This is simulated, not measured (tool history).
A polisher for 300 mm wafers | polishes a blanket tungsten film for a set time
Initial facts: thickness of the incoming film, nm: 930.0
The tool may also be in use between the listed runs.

run,day,flow of slurry (ml/min),pressure of the wafer on the pad (psi),speed of the pad under the wafer (cm/s),abrasive content of the slurry,polishing time (s),film removed (Å)
1,0.000,185,3.9,90,1.0,50,2110.1
2,0.154,185,3.9,104,1.0,50,2422.3
3,0.496,180,3.2,100,1.0,50,2000.3
4,0.825,180,2.7,94,1.0,50,1630.9
5,1.038,205,2.7,94,1.0,50,1663.3
6,1.362,245,2.7,94,1.0,50,1721.9
7,1.700,240,2.4,92,1.0,50,1538.0
8,1.783,235,2.2,90,1.0,50,1392.7
9,1.962,230,2.1,90,1.0,50,1335.5

Run 10 has not been measured yet. What should we expect?
10,2.183,220,2.0,90,1.0,50,?

{"run 10": {"film removed (Å)": 1282.5}}
